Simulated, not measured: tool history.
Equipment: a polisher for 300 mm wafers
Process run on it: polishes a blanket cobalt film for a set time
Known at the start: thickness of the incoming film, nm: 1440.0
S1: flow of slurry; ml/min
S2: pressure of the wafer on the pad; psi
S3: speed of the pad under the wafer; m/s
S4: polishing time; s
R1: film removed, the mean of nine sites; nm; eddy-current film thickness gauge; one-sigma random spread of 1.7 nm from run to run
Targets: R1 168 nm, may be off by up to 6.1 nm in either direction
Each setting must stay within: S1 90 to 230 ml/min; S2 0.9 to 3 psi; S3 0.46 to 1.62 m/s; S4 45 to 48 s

{"run": 1, "hour": 0.0, "S1": 150, "S2": 1.9, "S3": 1.04, "S4": 45, "R1": 226.15}
{"run": 2, "hour": 8.2, "S1": 145, "S2": 1.8, "S3": 1.04, "S4": 45, "R1": 212.26}
{"run": 3, "hour": 17.1, "S1": 160, "S2": 1.8, "S3": 1.04, "S4": 45, "R1": 221.04}
{"run": 4, "hour": 20.2, "S1": 150, "S2": 1.7, "S3": 1.04, "S4": 45, "R1": 205.91}
{"run": 5, "hour": 26.5, "S1": 175, "S2": 1.7, "S3": 1.04, "S4": 45, "R1": 209.24}
{"run": 6, "hour": 35.0, "S1": 175, "S2": 1.7, "S3": 1.04, "S4": 48, "R1": 225.4}
{"run": 7, "hour": 41.1, "S1": 155, "S2": 1.1, "S3": 1.02, "S4": 48, "R1": 143.44}
{"run": 8, "hour": 47.9, "S1": 160, "S2": 1.1, "S3": 1.02, "S4": 48, "R1": 144.96}
{"run": 9, "hour": 49.3, "S1": 165, "S2": 1.1, "S3": 1.02, "S4": 48, "R1": 145.4}
{"run": 10, "hour": 55.6, "S1": 175, "S2": 1.4, "S3": 1.02, "S4": 48, "R1": 183.91}

5 candidate next runs follow, results not yet known. Just one meets every target within its allowed miss. Identify it.
{"run": "A", "hour": 61.9, "S1": 205, "S2": 1.6, "S3": 0.8, "S4": 48, "R1": "?"}
{"run": "B", "hour": 61.9, "S1": 145, "S2": 1.6, "S3": 0.82, "S4": 46, "R1": "?"}
{"run": "C", "hour": 61.9, "S1": 165, "S2": 1.1, "S3": 1.14, "S4": 45, "R1": "?"}
{"run": "D", "hour": 61.9, "S1": 180, "S2": 1.6, "S3": 0.92, "S4": 48, "R1": "?"}
{"run": "E", "hour": 61.9, "S1": 130, "S2": 1.4, "S3": 1.22, "S4": 48, "R1": "?"}

move=A R1=170.09
move=B R1=158.5
move=C R1=152.18
move=D R1=191.22
move=E R1=209.53
A: all results in spec
B: takes the biggest miss from the last run beyond its target
C: takes the biggest miss from the last run beyond its target
D: its largest miss is bigger than the last run's
E: its largest miss is bigger than the last run's
The right move is A.
